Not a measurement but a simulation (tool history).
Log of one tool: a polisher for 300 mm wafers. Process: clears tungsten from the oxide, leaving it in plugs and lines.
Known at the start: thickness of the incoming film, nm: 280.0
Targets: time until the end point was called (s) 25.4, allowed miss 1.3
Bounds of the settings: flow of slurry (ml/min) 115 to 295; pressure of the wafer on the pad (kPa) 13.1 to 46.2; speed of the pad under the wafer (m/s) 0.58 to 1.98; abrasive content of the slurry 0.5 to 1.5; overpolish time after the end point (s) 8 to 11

run	hour	flow of slurry (ml/min)	pressure of the wafer on the pad (kPa)	speed of the pad under the wafer (m/s)	abrasive content of the slurry	overpolish time after the end point (s)	time until the end point was called (s)
1	0	190	29.6	1.28	1	11	44.834
2	5.1	190	34.5	1.3	1	11	40.299
3	12.3	190	37.9	1.4	1	11	35.614
4	13.4	190	37.9	1.6	1	11	29.545
5	20.4	190	40	1.62	1	11	29.066
6	28.4	190	40	1.62	0.9	11	29.346
7	31.5	190	44.8	1.64	0.9	11	27.891
8	40.1	190	44.8	1.64	0.9	11	27.073

5 next moves are on the table. One of them brings every result within its allowed miss. Which?
A	48.7	165	44.8	1.64	0.9	11	?
B	48.7	200	45.5	1.44	1.05	8	?
C	48.7	230	45.5	1.84	1.1	11	?
D	48.7	180	44.1	1.84	0.85	9	?
E	48.7	185	43.4	1.56	0.95	11	?

move	time until the end point was called (s)
A	27.473
B	29.127
C	22.358
D	24.895
E	28.784
A: further off than the last run
B: further off than the last run
C: takes the result that was furthest off past its target
D: meets every target
E: further off than the last run
Answer: D

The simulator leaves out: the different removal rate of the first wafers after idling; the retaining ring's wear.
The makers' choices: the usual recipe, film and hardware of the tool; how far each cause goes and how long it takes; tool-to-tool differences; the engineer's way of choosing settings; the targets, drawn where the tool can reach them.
